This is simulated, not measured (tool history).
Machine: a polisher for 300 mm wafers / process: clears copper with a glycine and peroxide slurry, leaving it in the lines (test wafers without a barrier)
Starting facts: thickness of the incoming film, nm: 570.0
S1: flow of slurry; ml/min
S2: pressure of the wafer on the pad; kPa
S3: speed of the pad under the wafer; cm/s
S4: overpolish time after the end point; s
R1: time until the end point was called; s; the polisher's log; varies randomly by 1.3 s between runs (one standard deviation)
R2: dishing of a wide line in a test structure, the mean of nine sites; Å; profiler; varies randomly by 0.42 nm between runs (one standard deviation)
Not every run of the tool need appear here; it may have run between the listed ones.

| run | hour | S1 | S2 | S3 | S4 | R1 | R2 |
|---|---|---|---|---|---|---|---|
| 1 | 0.0 | 305 | 20.7 | 122 | 11 | 102.050 | 398.97 |
| 2 | 4.3 | 300 | 20.0 | 130 | 9 | 96.655 | 328.46 |
| 3 | 7.8 | 300 | 16.5 | 130 | 9 | 110.600 | 318.63 |
| 4 | 9.9 | 275 | 18.6 | 130 | 8 | 106.150 | 300.68 |
| 5 | 15.0 | 275 | 18.6 | 150 | 8 | 92.582 | 337.12 |
| 6 | 22.4 | 315 | 20.0 | 142 | 7 | 91.181 | 298.61 |
| 7 | 27.4 | 315 | 20.0 | 142 | 7 | 89.907 | 290.61 |
| 8 | 29.6 | 325 | 20.7 | 142 | 6 | 89.416 | 264.05 |
| 9 | 36.4 | 330 | 22.1 | 142 | 5 | 86.859 | 225.49 |
| 10 | 42.8 | 335 | 22.8 | 142 | 5 | 87.711 | 241.02 |

Run 11, settings as shown, results not yet in. Your forecast:
| 11 | 43.8 | 340 | 24.1 | 144 | 5 | ? | ? |

{"run 11": {"R1": 78.153, "R2": 248.99}}
